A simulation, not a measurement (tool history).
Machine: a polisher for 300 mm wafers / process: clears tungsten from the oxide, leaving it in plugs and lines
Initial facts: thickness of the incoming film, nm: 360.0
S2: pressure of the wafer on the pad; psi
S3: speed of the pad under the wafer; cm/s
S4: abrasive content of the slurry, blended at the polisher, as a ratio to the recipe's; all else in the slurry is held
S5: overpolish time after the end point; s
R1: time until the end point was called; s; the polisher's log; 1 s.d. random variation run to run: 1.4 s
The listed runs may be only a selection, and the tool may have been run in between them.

{"run": 1, "hour": 0.0, "flow of slurry (ml/min)": 250, "S2": 4.5, "S3": 112, "S4": 1.0, "S5": 4, "R1": 58.712}
{"run": 2, "hour": 3.8, "flow of slurry (ml/min)": 250, "S2": 3.9, "S3": 112, "S4": 1.0, "S5": 4, "R1": 68.819}
{"run": 3, "hour": 5.8, "flow of slurry (ml/min)": 250, "S2": 3.6, "S3": 112, "S4": 1.0, "S5": 4, "R1": 75.341}
{"run": 4, "hour": 13.6, "flow of slurry (ml/min)": 250, "S2": 3.6, "S3": 112, "S4": 1.15, "S5": 4, "R1": 71.826}
{"run": 5, "hour": 22.1, "flow of slurry (ml/min)": 250, "S2": 3.6, "S3": 112, "S4": 1.15, "S5": 4, "R1": 73.842}
{"run": 6, "hour": 26.4, "flow of slurry (ml/min)": 250, "S2": 3.4, "S3": 112, "S4": 1.15, "S5": 4, "R1": 74.781}
{"run": 7, "hour": 29.6, "flow of slurry (ml/min)": 250, "S2": 3.2, "S3": 112, "S4": 1.15, "S5": 4, "R1": 79.703}

What will run 8 give?
{"run": 8, "hour": 33.7, "flow of slurry (ml/min)": 250, "S2": 3.1, "S3": 112, "S4": 1.15, "S5": 4, "R1": "?"}

{"run 8": {"R1": 82.271}}

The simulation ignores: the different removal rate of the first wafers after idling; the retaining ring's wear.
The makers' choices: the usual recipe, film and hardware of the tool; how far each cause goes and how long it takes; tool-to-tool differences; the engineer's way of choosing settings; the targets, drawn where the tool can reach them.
